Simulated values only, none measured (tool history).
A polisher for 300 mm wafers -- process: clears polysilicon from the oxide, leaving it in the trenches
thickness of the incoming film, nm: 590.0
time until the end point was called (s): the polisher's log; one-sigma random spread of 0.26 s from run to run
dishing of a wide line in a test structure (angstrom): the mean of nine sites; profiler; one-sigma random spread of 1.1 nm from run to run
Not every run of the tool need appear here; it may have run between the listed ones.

run,hour,flow of slurry (ml/min),pressure of the wafer on the pad (kPa),speed of the pad under the wafer (cm/s),overpolish time after the end point (s),time until the end point was called (s),dishing of a wide line in a test structure (angstrom)
1,0,200,17.9,112,14,48.47,570.48
2,1.1,220,17.9,112,14,47.317,595.97
3,9.7,220,17.9,132,14,39.762,575.28
4,15.8,220,17.9,132,11,40.924,586.44
5,19.7,220,18.6,132,11,38.323,578.38
6,22.1,220,18.6,132,14,38.736,614.88

Run 7 is up next; what results do you expect?
7,22.9,220,18.6,132,14,?,?

time until the end point was called (s): 38.916
dishing of a wide line in a test structure (angstrom): 616.19
